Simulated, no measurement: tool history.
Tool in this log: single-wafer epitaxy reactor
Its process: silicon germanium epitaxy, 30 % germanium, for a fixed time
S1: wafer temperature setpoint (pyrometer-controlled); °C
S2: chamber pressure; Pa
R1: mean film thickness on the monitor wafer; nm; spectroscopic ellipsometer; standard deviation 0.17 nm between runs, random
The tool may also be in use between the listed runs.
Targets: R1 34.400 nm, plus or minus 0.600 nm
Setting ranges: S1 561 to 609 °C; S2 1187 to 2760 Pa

{"run": 1, "hour": 0.0, "S1": 585, "S2": 1973, "R1": 37.231}
{"run": 2, "hour": 3.8, "S1": 584, "S2": 1973, "R1": 36.875}
{"run": 3, "hour": 9.8, "S1": 576, "S2": 1973, "R1": 30.737}
{"run": 4, "hour": 18.0, "S1": 577, "S2": 1973, "R1": 31.715}
{"run": 5, "hour": 26.7, "S1": 578, "S2": 1973, "R1": 32.406}
{"run": 6, "hour": 29.4, "S1": 578, "S2": 1773, "R1": 30.671}
{"run": 7, "hour": 34.8, "S1": 579, "S2": 1773, "R1": 31.216}
{"run": 8, "hour": 39.0, "S1": 580, "S2": 1773, "R1": 32.026}
{"run": 9, "hour": 46.0, "S1": 581, "S2": 1773, "R1": 32.455}
{"run": 10, "hour": 47.4, "S1": 582, "S2": 1773, "R1": 33.147}

Pick the move, out of 4, that brings all results within their allowed miss; only one does.
{"run": "A", "hour": 48.8, "S1": 581, "S2": 1880, "R1": "?"}
{"run": "B", "hour": 48.8, "S1": 581, "S2": 1627, "R1": "?"}
{"run": "C", "hour": 48.8, "S1": 581, "S2": 1733, "R1": "?"}
{"run": "D", "hour": 48.8, "S1": 582, "S2": 1920, "R1": "?"}

move=A R1=33.265
move=B R1=30.774
move=C R1=31.859
move=D R1=34.306
A: moves toward the targets from the last run without getting all of them in spec
B: its largest miss is bigger than the last run's
C: its largest miss is bigger than the last run's
D: hits every target within its allowed miss
The move that meets every target is D.
